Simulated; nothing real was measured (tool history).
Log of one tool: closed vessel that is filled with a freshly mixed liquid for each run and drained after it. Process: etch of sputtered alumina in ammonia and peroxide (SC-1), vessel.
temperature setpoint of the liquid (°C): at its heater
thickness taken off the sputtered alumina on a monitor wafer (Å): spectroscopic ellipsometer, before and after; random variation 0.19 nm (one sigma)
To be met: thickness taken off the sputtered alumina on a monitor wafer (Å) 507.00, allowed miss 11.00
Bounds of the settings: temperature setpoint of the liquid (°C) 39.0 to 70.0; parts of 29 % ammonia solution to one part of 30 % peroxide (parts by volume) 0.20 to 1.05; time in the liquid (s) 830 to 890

run	day	temperature setpoint of the liquid (°C)	parts of 29 % ammonia solution to one part of 30 % peroxide (parts by volume)	time in the liquid (s)	thickness taken off the sputtered alumina on a monitor wafer (Å)
1	0.000	55.0	0.55	830	542.02
2	0.075	55.0	0.55	830	542.79
3	0.350	55.0	0.55	830	542.32
4	0.725	54.5	0.55	830	528.44
5	1.008	50.5	0.55	830	429.40
6	1.050	50.5	0.55	890	459.47
7	1.267	51.0	0.55	890	472.86
8	1.612	51.5	0.55	890	486.43

Which of these 5 next moves meets every target?
A	1.958	51.5	0.90	890	?
B	1.958	51.5	0.60	850	?
C	1.958	51.0	0.45	890	?
D	1.958	53.0	0.70	890	?
E	1.958	54.5	0.30	890	?

move	thickness taken off the sputtered alumina on a monitor wafer (Å)
A	505.96
B	464.96
C	460.96
D	535.82
E	535.79
A: meets every target
B: further off than the last run
C: further off than the last run
D: takes the result that was furthest off past its target
E: takes the result that was furthest off past its target
The right move is A.
